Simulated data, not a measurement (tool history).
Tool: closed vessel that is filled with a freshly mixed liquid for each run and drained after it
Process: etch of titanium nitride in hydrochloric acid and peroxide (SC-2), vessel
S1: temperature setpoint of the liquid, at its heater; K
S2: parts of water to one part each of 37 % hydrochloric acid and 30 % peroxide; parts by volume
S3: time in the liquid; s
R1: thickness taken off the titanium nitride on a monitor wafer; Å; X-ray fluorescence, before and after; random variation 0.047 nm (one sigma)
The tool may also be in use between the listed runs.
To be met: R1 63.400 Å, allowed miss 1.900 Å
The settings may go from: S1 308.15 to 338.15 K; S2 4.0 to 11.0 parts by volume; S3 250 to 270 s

{"run": 1, "day": 0.0, "S1": 322.15, "S2": 6.0, "S3": 250, "R1": 79.338}
{"run": 2, "day": 0.246, "S1": 317.65, "S2": 6.0, "S3": 250, "R1": 58.03}
{"run": 3, "day": 0.458, "S1": 317.65, "S2": 4.5, "S3": 250, "R1": 70.532}
{"run": 4, "day": 0.646, "S1": 317.65, "S2": 4.5, "S3": 250, "R1": 70.937}
{"run": 5, "day": 1.004, "S1": 316.65, "S2": 4.5, "S3": 250, "R1": 66.671}
{"run": 6, "day": 1.388, "S1": 316.65, "S2": 4.5, "S3": 270, "R1": 71.569}
{"run": 7, "day": 1.446, "S1": 316.15, "S2": 4.5, "S3": 270, "R1": 70.49}
{"run": 8, "day": 1.5, "S1": 314.15, "S2": 4.5, "S3": 270, "R1": 60.68}

Which of these 5 next moves meets every target?
{"run": "A", "day": 1.554, "S1": 321.15, "S2": 6.5, "S3": 250, "R1": "?"}
{"run": "B", "day": 1.554, "S1": 317.65, "S2": 5.5, "S3": 255, "R1": "?"}
{"run": "C", "day": 1.554, "S1": 316.65, "S2": 5.0, "S3": 270, "R1": "?"}
{"run": "D", "day": 1.554, "S1": 318.15, "S2": 6.0, "S3": 250, "R1": "?"}
{"run": "E", "day": 1.554, "S1": 315.15, "S2": 4.0, "S3": 265, "R1": "?"}

move=A R1=69.433
move=B R1=63.209
move=C R1=66.911
move=D R1=60.132
move=E R1=69.004
A: takes the result that was furthest off past its target
B: meets every target
C: takes the result that was furthest off past its target
D: further off than the last run
E: takes the result that was furthest off past its target
Answer: B

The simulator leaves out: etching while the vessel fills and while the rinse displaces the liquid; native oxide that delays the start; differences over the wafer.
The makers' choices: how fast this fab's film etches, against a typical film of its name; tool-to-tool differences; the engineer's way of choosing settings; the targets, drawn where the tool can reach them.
